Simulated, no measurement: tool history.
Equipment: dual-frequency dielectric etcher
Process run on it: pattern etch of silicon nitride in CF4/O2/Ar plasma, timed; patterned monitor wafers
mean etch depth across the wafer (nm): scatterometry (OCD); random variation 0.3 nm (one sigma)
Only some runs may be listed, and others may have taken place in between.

run,day,source power (kW),bias power (kW),Ar flow (sccm),CF4 flow (sccm),etch time (s),mean etch depth across the wafer (nm)
1,0.000,0.570,0.062,114,105,22,52.242
2,0.117,0.570,0.071,114,105,22,54.401
3,0.154,0.570,0.062,114,105,22,52.103
4,0.204,0.550,0.062,114,105,22,50.432
5,0.279,0.550,0.062,98,105,22,51.817
6,0.408,0.550,0.062,98,119,22,52.408

Predict the results of run 7:
7,0.725,0.440,0.061,98,119,22,?

mean etch depth across the wafer (nm): 42.037
